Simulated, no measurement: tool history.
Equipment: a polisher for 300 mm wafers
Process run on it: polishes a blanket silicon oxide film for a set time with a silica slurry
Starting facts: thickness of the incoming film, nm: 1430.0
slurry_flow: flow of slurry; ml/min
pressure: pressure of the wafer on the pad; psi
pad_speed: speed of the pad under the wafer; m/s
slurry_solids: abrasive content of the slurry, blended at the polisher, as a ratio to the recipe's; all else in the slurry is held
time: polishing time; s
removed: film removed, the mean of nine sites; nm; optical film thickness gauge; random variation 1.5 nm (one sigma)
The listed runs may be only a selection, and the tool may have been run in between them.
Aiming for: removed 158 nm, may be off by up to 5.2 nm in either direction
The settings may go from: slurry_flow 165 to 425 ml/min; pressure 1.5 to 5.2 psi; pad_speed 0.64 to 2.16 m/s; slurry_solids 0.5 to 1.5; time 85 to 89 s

run 1 hour=0 | slurry_flow=275 pressure=3.3 pad_speed=1.4 slurry_solids=1 time=85 | removed=244.49
run 2 hour=3.2 | slurry_flow=275 pressure=3.9 pad_speed=1.4 slurry_solids=1 time=85 | removed=284.05
run 3 hour=5.8 | slurry_flow=275 pressure=3.3 pad_speed=1.38 slurry_solids=1 time=85 | removed=241.22
run 4 hour=10.9 | slurry_flow=275 pressure=2.9 pad_speed=1.38 slurry_solids=1 time=85 | removed=214.61
run 5 hour=16.4 | slurry_flow=275 pressure=2.6 pad_speed=1.38 slurry_solids=1 time=85 | removed=190.75
run 6 hour=23.4 | slurry_flow=275 pressure=2.4 pad_speed=1.38 slurry_solids=1 time=85 | removed=180.49
run 7 hour=26.2 | slurry_flow=275 pressure=2.3 pad_speed=1.38 slurry_solids=1 time=85 | removed=169.81
run 8 hour=32.8 | slurry_flow=275 pressure=2.2 pad_speed=1.38 slurry_solids=1 time=85 | removed=164

Exactly one of the 5 candidate moves below puts every result within its allowed miss. Which one?
run A hour=39.4 | slurry_flow=260 pressure=2.3 pad_speed=1.4 slurry_solids=0.95 time=88 | removed=?
run B hour=39.4 | slurry_flow=260 pressure=2.4 pad_speed=1.06 slurry_solids=1.1 time=88 | removed=?
run C hour=39.4 | slurry_flow=240 pressure=2.4 pad_speed=1.32 slurry_solids=1 time=86 | removed=?
run D hour=39.4 | slurry_flow=325 pressure=2 pad_speed=1.6 slurry_solids=0.95 time=89 | removed=?
run E hour=39.4 | slurry_flow=265 pressure=2.4 pad_speed=1.24 slurry_solids=1 time=89 | removed=?

move=A removed=171.51
move=B removed=157.94
move=C removed=170.57
move=D removed=171.28
move=E removed=170.5
A: further off than the last run
B: hits every target within its allowed miss
C: further off than the last run
D: further off than the last run
E: further off than the last run
The right move is B.
